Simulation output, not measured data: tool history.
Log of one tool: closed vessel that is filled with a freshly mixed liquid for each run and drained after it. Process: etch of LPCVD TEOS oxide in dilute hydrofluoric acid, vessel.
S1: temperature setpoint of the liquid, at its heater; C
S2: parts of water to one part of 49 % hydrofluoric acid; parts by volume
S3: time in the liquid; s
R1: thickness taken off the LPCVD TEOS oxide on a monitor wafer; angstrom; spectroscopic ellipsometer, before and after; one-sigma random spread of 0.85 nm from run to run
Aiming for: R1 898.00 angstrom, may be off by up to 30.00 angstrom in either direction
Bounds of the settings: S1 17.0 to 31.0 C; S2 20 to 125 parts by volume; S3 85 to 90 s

run	day	S1	S2	S3	R1
1	0.000	23.0	70	85	610.33
2	0.175	20.5	70	85	551.51
3	0.358	18.0	70	85	499.40
4	0.704	18.0	60	85	583.89
5	0.854	18.0	60	90	613.35
6	1.142	19.5	60	90	659.99
7	1.317	21.0	60	90	707.65
8	1.704	25.0	60	90	827.02

Below are 4 possible settings for the next run. Only one of them brings all results inside the allowed miss of their targets. Which is it?
A	2.092	23.5	50	85	?
B	2.092	23.0	55	90	?
C	2.092	22.0	55	90	?
D	2.092	26.0	60	85	?

move	R1
A	907.56
B	850.19
C	815.64
D	826.23
A: every result within its allowed miss
B: gains on the last run, yet a result remains outside its allowed miss
C: the biggest miss grows against the last run
D: as far off as the last run
A meets every target.
